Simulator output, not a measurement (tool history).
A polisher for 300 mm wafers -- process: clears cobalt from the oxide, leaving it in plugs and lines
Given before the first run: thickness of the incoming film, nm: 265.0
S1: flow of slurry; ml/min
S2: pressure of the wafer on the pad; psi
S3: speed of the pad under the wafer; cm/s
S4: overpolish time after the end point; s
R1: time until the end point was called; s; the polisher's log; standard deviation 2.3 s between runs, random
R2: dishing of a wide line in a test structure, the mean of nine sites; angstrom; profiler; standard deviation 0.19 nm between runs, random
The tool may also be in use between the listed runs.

run	hour	S1	S2	S3	S4	R1	R2
1	0.0	225	1.3	100	13	71.805	241.70
2	4.9	225	1.1	100	13	83.043	227.90
3	7.5	225	0.8	100	13	111.310	195.56
4	11.0	185	0.8	100	13	114.980	195.31
5	11.7	185	0.6	100	13	151.670	163.63
6	18.3	185	0.7	100	13	134.090	182.09
7	21.0	185	0.7	94	11	139.380	149.43
8	22.1	175	0.7	90	11	144.700	148.51

Predict the results of run 9:
9	23.6	170	0.7	86	11	?	?

R1: 153.250 s
R2: 142.88 angstrom
